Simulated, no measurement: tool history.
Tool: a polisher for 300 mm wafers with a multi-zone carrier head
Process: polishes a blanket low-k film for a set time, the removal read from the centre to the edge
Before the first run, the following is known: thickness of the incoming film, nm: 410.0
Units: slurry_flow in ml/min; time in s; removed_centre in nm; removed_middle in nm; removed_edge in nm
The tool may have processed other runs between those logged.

run,hour,slurry_flow,centre_zone,middle_zone,edge_zone,slurry_solids,time,removed_centre,removed_middle,removed_edge
1,0,255,1,1,1,1,84,28.806,28.453,29.561
2,6.3,250,0.98,1,0.98,0.95,82,26.49,27.326,28.14
3,13.7,250,0.98,1,0.94,0.95,82,26.59,27.458,27.104
4,17.2,245,0.96,0.99,0.93,0.9,80,24.868,26.115,26.07
5,23.9,245,0.96,0.99,1,0.9,80,25.242,26.13,26.505
# hour 31.2: slurry nozzle cleaned
6,31.2,245,0.9,0.99,1,0.9,80,24.83,27.455,27.472
7,32.5,240,0.89,0.97,0.98,0.85,78,23.791,26.207,26.197
8,35,235,0.88,0.96,0.98,0.8,75,21.694,24.152,24.702

For run 9, what comes out?
9,41.7,230,0.88,0.96,0.96,0.75,74,?,?,?

{"run 9": {"removed_centre": 20.64, "removed_middle": 23.183, "removed_edge": 23.668}}

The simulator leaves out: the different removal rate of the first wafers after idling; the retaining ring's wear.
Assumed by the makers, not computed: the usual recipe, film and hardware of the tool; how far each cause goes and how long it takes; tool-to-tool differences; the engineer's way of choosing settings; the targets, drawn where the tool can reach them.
